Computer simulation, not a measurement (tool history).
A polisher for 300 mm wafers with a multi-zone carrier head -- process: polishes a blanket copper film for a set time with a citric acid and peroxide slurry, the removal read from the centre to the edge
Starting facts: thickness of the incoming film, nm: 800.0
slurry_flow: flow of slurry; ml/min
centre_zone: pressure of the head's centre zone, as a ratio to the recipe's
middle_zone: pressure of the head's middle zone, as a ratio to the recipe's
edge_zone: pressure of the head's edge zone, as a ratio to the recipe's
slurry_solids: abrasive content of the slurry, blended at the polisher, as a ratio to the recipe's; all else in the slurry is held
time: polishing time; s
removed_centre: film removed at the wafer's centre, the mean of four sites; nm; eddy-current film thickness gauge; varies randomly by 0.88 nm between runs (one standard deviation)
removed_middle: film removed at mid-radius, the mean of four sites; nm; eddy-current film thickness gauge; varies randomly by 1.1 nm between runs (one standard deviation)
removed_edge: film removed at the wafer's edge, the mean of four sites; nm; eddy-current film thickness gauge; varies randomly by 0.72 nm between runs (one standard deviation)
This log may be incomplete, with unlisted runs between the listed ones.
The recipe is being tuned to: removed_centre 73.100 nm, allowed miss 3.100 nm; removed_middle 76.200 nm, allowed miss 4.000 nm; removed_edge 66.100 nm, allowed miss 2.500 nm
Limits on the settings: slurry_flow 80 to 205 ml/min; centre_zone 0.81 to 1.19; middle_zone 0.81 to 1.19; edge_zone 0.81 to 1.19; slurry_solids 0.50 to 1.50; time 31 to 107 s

Run 1, day 0.000: slurry_flow 135 ml/min, centre_zone 1.00, middle_zone 1.00, edge_zone 1.00, slurry_solids 1.00, time 69 s. Result: removed_centre 140.520 nm, removed_middle 137.900 nm, removed_edge 135.810 nm.
Run 2, day 0.304: slurry_flow 135 ml/min, centre_zone 1.00, middle_zone 1.01, edge_zone 0.99, slurry_solids 0.95, time 65 s. Result: removed_centre 129.950 nm, removed_middle 132.690 nm, removed_edge 128.320 nm.
Run 3, day 0.442: slurry_flow 135 ml/min, centre_zone 1.00, middle_zone 1.01, edge_zone 0.94, slurry_solids 0.95, time 65 s. Result: removed_centre 130.100 nm, removed_middle 132.700 nm, removed_edge 123.040 nm.
Run 4, day 0.467: slurry_flow 135 ml/min, centre_zone 1.00, middle_zone 1.01, edge_zone 0.94, slurry_solids 1.10, time 65 s. Result: removed_centre 136.910 nm, removed_middle 138.100 nm, removed_edge 128.490 nm.
Run 5, day 0.683: slurry_flow 135 ml/min, centre_zone 1.00, middle_zone 0.96, edge_zone 0.94, slurry_solids 1.10, time 65 s. Result: removed_centre 138.530 nm, removed_middle 128.990 nm, removed_edge 127.150 nm.
Run 6, day 0.733: slurry_flow 135 ml/min, centre_zone 1.00, middle_zone 0.96, edge_zone 0.93, slurry_solids 1.05, time 62 s. Result: removed_centre 127.730 nm, removed_middle 124.730 nm, removed_edge 121.530 nm.
Run 7, day 0.967: slurry_flow 135 ml/min, centre_zone 1.00, middle_zone 0.96, edge_zone 0.93, slurry_solids 1.05, time 62 s. Result: removed_centre 128.920 nm, removed_middle 122.330 nm, removed_edge 119.380 nm.
Run 8, day 1.292: slurry_flow 125 ml/min, centre_zone 0.97, middle_zone 1.04, edge_zone 0.83, slurry_solids 0.80, time 43 s. Result: removed_centre 77.428 nm, removed_middle 82.538 nm, removed_edge 72.083 nm.
Run 9, day 1.392: slurry_flow 115 ml/min, centre_zone 0.99, middle_zone 1.04, edge_zone 0.82, slurry_solids 0.75, time 43 s. Result: removed_centre 76.677 nm, removed_middle 78.516 nm, removed_edge 69.514 nm.

Which one of the following 5 next-run settings gets every result inside its allowed miss? There is exactly one.
Run A, day 1.492: slurry_flow 145 ml/min, centre_zone 0.97, middle_zone 1.03, edge_zone 0.81, slurry_solids 0.90, time 38 s. Result: removed_centre ?, removed_middle ?, removed_edge ?.
Run B, day 1.492: slurry_flow 145 ml/min, centre_zone 0.84, middle_zone 1.04, edge_zone 0.81, slurry_solids 0.95, time 41 s. Result: removed_centre ?, removed_middle ?, removed_edge ?.
Run C, day 1.492: slurry_flow 105 ml/min, centre_zone 0.95, middle_zone 0.94, edge_zone 0.90, slurry_solids 0.90, time 41 s. Result: removed_centre ?, removed_middle ?, removed_edge ?.
Run D, day 1.492: slurry_flow 95 ml/min, centre_zone 0.97, middle_zone 0.97, edge_zone 0.83, slurry_solids 0.65, time 51 s. Result: removed_centre ?, removed_middle ?, removed_edge ?.
Run E, day 1.492: slurry_flow 140 ml/min, centre_zone 1.07, middle_zone 1.09, edge_zone 0.81, slurry_solids 0.75, time 40 s. Result: removed_centre ?, removed_middle ?, removed_edge ?.

move  removed_centre  removed_middle  removed_edge
   A          74.088          77.933        66.259
   B          70.390          86.365        72.768
   C          72.888          73.184        71.851
   D          80.265          81.276        75.435
   E          80.281          80.268        65.127
A: all results land within tolerance of their targets
B: moves away from the targets compared with the last run
C: moves away from the targets compared with the last run
D: moves away from the targets compared with the last run
E: puts the biggest miss on target and leaves a different result outside tolerance
The right move is A.
